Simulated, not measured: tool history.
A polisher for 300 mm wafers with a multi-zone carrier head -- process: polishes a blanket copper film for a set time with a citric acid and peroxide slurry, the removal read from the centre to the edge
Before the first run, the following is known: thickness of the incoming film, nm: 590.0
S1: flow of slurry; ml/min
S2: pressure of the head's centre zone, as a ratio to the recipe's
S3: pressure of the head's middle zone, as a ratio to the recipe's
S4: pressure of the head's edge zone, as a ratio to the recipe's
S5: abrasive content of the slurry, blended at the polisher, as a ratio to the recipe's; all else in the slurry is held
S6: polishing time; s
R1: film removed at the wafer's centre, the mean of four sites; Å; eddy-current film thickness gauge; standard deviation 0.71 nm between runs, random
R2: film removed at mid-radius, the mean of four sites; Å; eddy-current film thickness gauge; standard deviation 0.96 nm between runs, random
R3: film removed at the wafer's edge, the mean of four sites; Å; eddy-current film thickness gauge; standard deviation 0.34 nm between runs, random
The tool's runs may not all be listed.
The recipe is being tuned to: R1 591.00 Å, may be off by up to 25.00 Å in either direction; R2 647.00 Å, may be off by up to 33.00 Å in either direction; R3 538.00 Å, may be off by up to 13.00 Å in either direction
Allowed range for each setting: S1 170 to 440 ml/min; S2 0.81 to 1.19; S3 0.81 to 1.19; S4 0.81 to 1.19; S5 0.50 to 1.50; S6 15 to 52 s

| run | hour | S1 | S2 | S3 | S4 | S5 | S6 | R1 | R2 | R3 |
|---|---|---|---|---|---|---|---|---|---|---|
| 1 | 0.0 | 280 | 1.00 | 1.00 | 1.00 | 1.00 | 33 | 500.57 | 494.41 | 501.58 |
| 2 | 7.5 | 280 | 1.00 | 1.05 | 1.00 | 1.00 | 33 | 492.75 | 519.40 | 505.46 |
| 3 | 14.9 | 280 | 1.00 | 1.05 | 1.08 | 1.00 | 33 | 502.81 | 518.50 | 517.84 |
| 4 | 18.2 | 280 | 1.00 | 1.05 | 1.08 | 1.00 | 40 | 607.80 | 637.98 | 627.54 |
| 5 | 22.6 | 280 | 1.00 | 1.05 | 1.08 | 1.00 | 33 | 498.29 | 517.06 | 519.42 |
| 6 | 28.2 | 280 | 1.00 | 1.05 | 1.08 | 0.80 | 33 | 466.21 | 469.89 | 489.99 |
| 7 | 31.7 | 345 | 1.10 | 1.15 | 1.04 | 1.05 | 32 | 544.88 | 555.28 | 512.66 |
| 8 | 34.3 | 345 | 1.10 | 1.16 | 1.03 | 1.10 | 32 | 551.54 | 562.56 | 520.65 |
| 9 | 37.8 | 345 | 1.10 | 1.16 | 1.00 | 1.15 | 32 | 552.95 | 564.35 | 512.67 |
| 10 | 40.6 | 345 | 1.09 | 1.16 | 0.98 | 1.20 | 32 | 579.01 | 565.36 | 512.59 |

Consider the 4 candidate settings below. Which is the only one whose results all fall within their allowed miss of target?
| A | 43.4 | 335 | 1.06 | 1.19 | 0.92 | 1.35 | 34 | ? | ? | ? |
| B | 43.4 | 335 | 1.06 | 1.19 | 1.01 | 1.10 | 36 | ? | ? | ? |
| C | 43.4 | 310 | 1.06 | 1.19 | 0.81 | 1.30 | 34 | ? | ? | ? |
| D | 43.4 | 215 | 1.00 | 1.08 | 0.93 | 1.25 | 34 | ? | ? | ? |

| move | R1 | R2 | R3 |
|---|---|---|---|
| A | 609.56 | 648.91 | 543.04 |
| B | 611.27 | 650.65 | 569.22 |
| C | 598.88 | 638.08 | 505.00 |
| D | 533.73 | 561.94 | 516.29 |
A: each result inside its tolerance
B: the worst result of the last run now meets its target, but another is out of spec
C: the worst result of the last run now meets its target, but another is out of spec
D: about as far from the targets as the last run
So the answer is move A, the one that meets all the targets.
